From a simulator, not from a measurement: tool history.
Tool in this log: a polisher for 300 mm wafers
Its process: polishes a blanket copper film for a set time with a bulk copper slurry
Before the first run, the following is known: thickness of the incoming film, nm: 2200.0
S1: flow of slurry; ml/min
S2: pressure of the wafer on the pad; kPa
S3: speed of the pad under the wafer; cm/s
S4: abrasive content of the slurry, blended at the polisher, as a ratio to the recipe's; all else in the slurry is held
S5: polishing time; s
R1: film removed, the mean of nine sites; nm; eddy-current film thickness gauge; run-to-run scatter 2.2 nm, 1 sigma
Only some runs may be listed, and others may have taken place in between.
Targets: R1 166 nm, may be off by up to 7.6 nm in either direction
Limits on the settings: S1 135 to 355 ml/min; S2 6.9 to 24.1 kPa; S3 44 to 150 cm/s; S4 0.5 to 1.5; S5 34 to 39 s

run 1 hour=0 | S1=225 S2=15.2 S3=96 S4=1 S5=39 | R1=262.23
run 2 hour=7.7 | S1=255 S2=15.2 S3=96 S4=1 S5=39 | R1=268.05
run 3 hour=8.8 | S1=200 S2=15.2 S3=96 S4=1 S5=39 | R1=257.74
run 4 hour=9.3 | S1=200 S2=15.2 S3=96 S4=0.85 S5=39 | R1=244.77
run 5 hour=10.9 | S1=200 S2=14.5 S3=96 S4=0.85 S5=39 | R1=244.74
run 6 hour=18.2 | S1=200 S2=17.9 S3=96 S4=0.85 S5=39 | R1=294.7
run 7 hour=22.4 | S1=200 S2=16.5 S3=96 S4=0.85 S5=39 | R1=269.53
run 8 hour=26.5 | S1=200 S2=12.4 S3=92 S4=0.85 S5=39 | R1=195.27
run 9 hour=32.6 | S1=200 S2=12.4 S3=92 S4=0.85 S5=39 | R1=198.06
run 10 hour=37.9 | S1=200 S2=11.7 S3=92 S4=0.85 S5=39 | R1=186.82
run 11 hour=45.8 | S1=200 S2=11 S3=92 S4=0.85 S5=39 | R1=174.29

Exercise: of the 4 proposed moves below, exactly one satisfies all targets within the stated allowed misses. Which move is it?
run A hour=53.7 | S1=195 S2=11.7 S3=90 S4=0.95 S5=35 | R1=?
run B hour=53.7 | S1=135 S2=14.5 S3=90 S4=0.75 S5=34 | R1=?
run C hour=53.7 | S1=275 S2=10.3 S3=106 S4=0.65 S5=39 | R1=?
run D hour=53.7 | S1=210 S2=11.7 S3=94 S4=0.75 S5=38 | R1=?

move=A R1=170.07
move=B R1=187.45
move=C R1=188.22
move=D R1=185.07
A: each result inside its tolerance
B: the biggest miss grows against the last run
C: the biggest miss grows against the last run
D: the biggest miss grows against the last run
A meets every target.

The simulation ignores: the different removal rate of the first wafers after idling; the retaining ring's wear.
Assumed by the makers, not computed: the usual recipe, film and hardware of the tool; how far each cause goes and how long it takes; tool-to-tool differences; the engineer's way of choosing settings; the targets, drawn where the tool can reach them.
